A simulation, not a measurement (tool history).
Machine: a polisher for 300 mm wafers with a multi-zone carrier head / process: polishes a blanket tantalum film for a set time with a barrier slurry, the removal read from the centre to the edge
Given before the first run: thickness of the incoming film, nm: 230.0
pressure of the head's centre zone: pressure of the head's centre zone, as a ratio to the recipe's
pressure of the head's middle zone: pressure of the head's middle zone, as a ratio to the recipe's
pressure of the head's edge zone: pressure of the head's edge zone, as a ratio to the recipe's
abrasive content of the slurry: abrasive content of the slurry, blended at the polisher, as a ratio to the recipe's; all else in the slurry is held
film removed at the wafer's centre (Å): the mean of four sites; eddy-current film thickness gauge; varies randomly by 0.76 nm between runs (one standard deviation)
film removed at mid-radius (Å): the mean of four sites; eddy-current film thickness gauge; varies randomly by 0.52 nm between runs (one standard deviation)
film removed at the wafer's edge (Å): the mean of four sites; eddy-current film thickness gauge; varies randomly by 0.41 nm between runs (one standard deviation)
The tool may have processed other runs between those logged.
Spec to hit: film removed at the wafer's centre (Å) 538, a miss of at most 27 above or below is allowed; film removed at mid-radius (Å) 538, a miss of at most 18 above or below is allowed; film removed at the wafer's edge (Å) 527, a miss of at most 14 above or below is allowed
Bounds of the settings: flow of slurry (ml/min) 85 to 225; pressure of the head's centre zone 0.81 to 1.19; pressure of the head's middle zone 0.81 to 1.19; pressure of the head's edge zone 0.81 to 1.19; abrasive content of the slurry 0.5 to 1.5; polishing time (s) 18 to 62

| run | hour | flow of slurry (ml/min) | pressure of the head's centre zone | pressure of the head's middle zone | pressure of the head's edge zone | abrasive content of the slurry | polishing time (s) | film removed at the wafer's centre (Å) | film removed at mid-radius (Å) | film removed at the wafer's edge (Å) |
|---|---|---|---|---|---|---|---|---|---|---|
| 1 | 0 | 145 | 1 | 1 | 1 | 1 | 40 | 605.29 | 620.64 | 629.15 |
| 2 | 1.7 | 145 | 1 | 1 | 1.04 | 1 | 40 | 606.42 | 622.69 | 643.95 |
| 3 | 2.7 | 140 | 1 | 0.99 | 1.01 | 0.95 | 40 | 602.67 | 600.08 | 624.27 |
| 4 | 7 | 140 | 1 | 0.93 | 1.01 | 0.95 | 40 | 600.1 | 576.64 | 634.74 |
| 5 | 15.7 | 140 | 1 | 0.93 | 1.01 | 1.05 | 40 | 608.64 | 584.84 | 638.55 |
| 6 | 21.4 | 140 | 1 | 0.93 | 0.96 | 1.05 | 40 | 609.91 | 584.93 | 631.98 |
| 7 | 23.4 | 135 | 1 | 0.94 | 0.94 | 1 | 40 | 587.8 | 585.89 | 612.36 |
| 8 | 25 | 130 | 1.01 | 0.94 | 0.92 | 0.95 | 40 | 587.94 | 566.32 | 596.62 |
| 9 | 27.4 | 125 | 1.01 | 0.95 | 0.9 | 0.95 | 40 | 576.6 | 573.32 | 590.37 |
| 10 | 36.3 | 125 | 1.01 | 0.95 | 0.89 | 0.9 | 40 | 586.26 | 576.64 | 579.9 |
| 11 | 42.2 | 120 | 1.01 | 0.95 | 0.88 | 0.85 | 40 | 571.93 | 554.31 | 558.4 |
| 12 | 44.6 | 115 | 1.01 | 0.95 | 0.87 | 0.85 | 40 | 542.89 | 550.17 | 554.86 |
| 13 | 50 | 115 | 1.01 | 0.95 | 0.86 | 0.85 | 40 | 559.82 | 549.52 | 554.33 |
| 14 | 56.8 | 115 | 1.01 | 0.95 | 0.85 | 0.85 | 40 | 572.9 | 534.44 | 558.34 |
| 15 | 57.4 | 110 | 1.01 | 0.96 | 0.85 | 0.85 | 40 | 556.18 | 538.6 | 541.72 |

Below are 5 possible settings for the next run. Only one of them brings all results inside the allowed miss of their targets. Which is it?
| A | 58 | 155 | 0.97 | 1.07 | 0.85 | 0.9 | 36 | ? | ? | ? |
| B | 58 | 95 | 1.05 | 1 | 0.85 | 1 | 39 | ? | ? | ? |
| C | 58 | 100 | 0.99 | 0.88 | 0.89 | 0.95 | 42 | ? | ? | ? |
| D | 58 | 115 | 0.99 | 0.97 | 0.91 | 0.85 | 41 | ? | ? | ? |
| E | 58 | 105 | 1.18 | 1.04 | 0.81 | 0.7 | 39 | ? | ? | ? |

| move | film removed at the wafer's centre (Å) | film removed at mid-radius (Å) | film removed at the wafer's edge (Å) |
|---|---|---|---|
| A | 532.62 | 593.86 | 522.83 |
| B | 543.46 | 543.96 | 528.92 |
| C | 560.62 | 530.35 | 583.22 |
| D | 562.26 | 572.63 | 577.87 |
| E | 581.87 | 538.91 | 490.77 |
A: puts the biggest miss on target and leaves a different result outside tolerance
B: all results in spec
C: lands further from the targets than the last run did
D: lands further from the targets than the last run did
E: takes the biggest miss from the last run beyond its target
So the answer is move B, the one that meets all the targets.

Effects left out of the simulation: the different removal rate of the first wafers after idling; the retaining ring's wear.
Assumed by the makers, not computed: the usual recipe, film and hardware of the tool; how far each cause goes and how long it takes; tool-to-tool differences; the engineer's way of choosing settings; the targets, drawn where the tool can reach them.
